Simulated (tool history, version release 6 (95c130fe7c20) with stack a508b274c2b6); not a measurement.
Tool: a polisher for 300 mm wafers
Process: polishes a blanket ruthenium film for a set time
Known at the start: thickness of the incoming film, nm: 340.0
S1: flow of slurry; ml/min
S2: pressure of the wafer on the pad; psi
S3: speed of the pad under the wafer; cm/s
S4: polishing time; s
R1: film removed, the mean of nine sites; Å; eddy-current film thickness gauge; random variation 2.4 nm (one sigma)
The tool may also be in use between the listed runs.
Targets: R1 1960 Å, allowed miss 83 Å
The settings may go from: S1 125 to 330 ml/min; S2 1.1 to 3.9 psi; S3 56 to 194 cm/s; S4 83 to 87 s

run 1 hour=0 | S1=210 S2=2.5 S3=124 S4=83 | R1=1458.9
run 2 hour=6.1 | S1=210 S2=2.5 S3=124 S4=83 | R1=1449.1
run 3 hour=13.9 | S1=210 S2=2.7 S3=124 S4=83 | R1=1553.9
run 4 hour=19.7 | S1=210 S2=2.7 S3=94 S4=83 | R1=1263.5
run 5 hour=26.4 | S1=165 S2=2.7 S3=94 S4=83 | R1=1224.4
run 6 hour=29.2 | S1=125 S2=2.7 S3=94 S4=83 | R1=1142
run 7 hour=33.2 | S1=155 S2=3 S3=96 S4=83 | R1=1310.8
run 8 hour=40.2 | S1=155 S2=3 S3=96 S4=83 | R1=1323.2
run 9 hour=43.7 | S1=175 S2=3.3 S3=98 S4=83 | R1=1514.7
run 10 hour=49.8 | S1=190 S2=3.5 S3=98 S4=83 | R1=1597.5
run 11 hour=52.6 | S1=190 S2=3.5 S3=98 S4=83 | R1=1619.4
run 12 hour=60.3 | S1=200 S2=3.6 S3=100 S4=83 | R1=1674
run 13 hour=61.9 | S1=205 S2=3.7 S3=102 S4=83 | R1=1742
run 14 hour=65 | S1=205 S2=3.8 S3=104 S4=83 | R1=1814.9
run 15 hour=67.5 | S1=205 S2=3.8 S3=106 S4=83 | R1=1854.2

Which of these 5 next moves meets every target?
run A hour=70 | S1=230 S2=3.9 S3=86 S4=85 | R1=?
run B hour=70 | S1=235 S2=3.3 S3=116 S4=83 | R1=?
run C hour=70 | S1=165 S2=3.9 S3=108 S4=87 | R1=?
run D hour=70 | S1=215 S2=3.8 S3=104 S4=83 | R1=?
run E hour=70 | S1=240 S2=3.9 S3=88 S4=87 | R1=?

move=A R1=1682.9
move=B R1=1793.7
move=C R1=1951.7
move=D R1=1841.6
move=E R1=1761.7
A: further off than the last run
B: further off than the last run
C: meets every target
D: further off than the last run
E: further off than the last run
Answer: C

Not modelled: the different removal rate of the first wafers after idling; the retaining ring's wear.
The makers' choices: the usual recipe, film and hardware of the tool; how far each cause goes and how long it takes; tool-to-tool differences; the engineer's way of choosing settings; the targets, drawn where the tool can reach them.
